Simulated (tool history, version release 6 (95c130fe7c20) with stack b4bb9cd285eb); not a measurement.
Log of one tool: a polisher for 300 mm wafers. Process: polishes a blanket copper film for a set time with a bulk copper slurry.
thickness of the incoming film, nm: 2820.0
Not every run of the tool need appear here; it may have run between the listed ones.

run	hour	flow of slurry (ml/min)	pressure of the wafer on the pad (kPa)	speed of the pad under the wafer (cm/s)	abrasive content of the slurry	polishing time (s)	film removed (Å)
1	0	250	17.2	92	1	124	8037.6
2	3.2	250	15.2	90	1	124	6837.6
3	4.4	250	17.9	90	1	124	8107.3
4	12.2	250	17.9	90	1	130	8628
5	16.5	250	15.2	88	1	130	6970.1
6	18.4	220	15.2	88	1	130	6952.7
7	19.5	220	15.2	88	1	130	7014.7

Predict the results of run 8:
# hour 21.5: slurry nozzle cleaned
8	21.5	220	13.8	88	1	130	?

{"run 8": {"film removed (Å)": 6692.2}}
